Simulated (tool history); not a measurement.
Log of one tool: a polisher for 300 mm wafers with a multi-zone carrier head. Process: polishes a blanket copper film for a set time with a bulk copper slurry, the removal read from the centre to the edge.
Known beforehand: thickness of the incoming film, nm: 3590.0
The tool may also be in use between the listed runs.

run	hour	flow of slurry (ml/min)	pressure of the head's centre zone	pressure of the head's middle zone	pressure of the head's edge zone	abrasive content of the slurry	polishing time (s)	film removed at the wafer's centre (Å)	film removed at mid-radius (Å)	film removed at the wafer's edge (Å)
1	0	235	1	1	1	1	42	4315.6	4273.7	4391.1
2	5.9	235	0.99	1	0.95	0.85	37	3808.7	3603.6	3650.4
3	14	285	0.99	1	0.95	0.85	37	3754.1	3709.4	3749.9
4	18.9	285	0.99	1	0.87	0.85	37	3813.5	3739.5	3501.3
5	23.7	280	0.95	0.99	0.85	0.75	34	3238.6	3276.3	3064.4
6	30.8	260	0.93	0.98	0.84	0.65	33	2942.9	3053.9	2904.5

Estimate the outcome of run 7 from the log above:
7	32.5	255	0.93	0.98	0.83	0.6	32	?	?	?

Run 7 came out at film removed at the wafer's centre (Å) 2820.1, film removed at mid-radius (Å) 2937, film removed at the wafer's edge (Å) 2729.3.
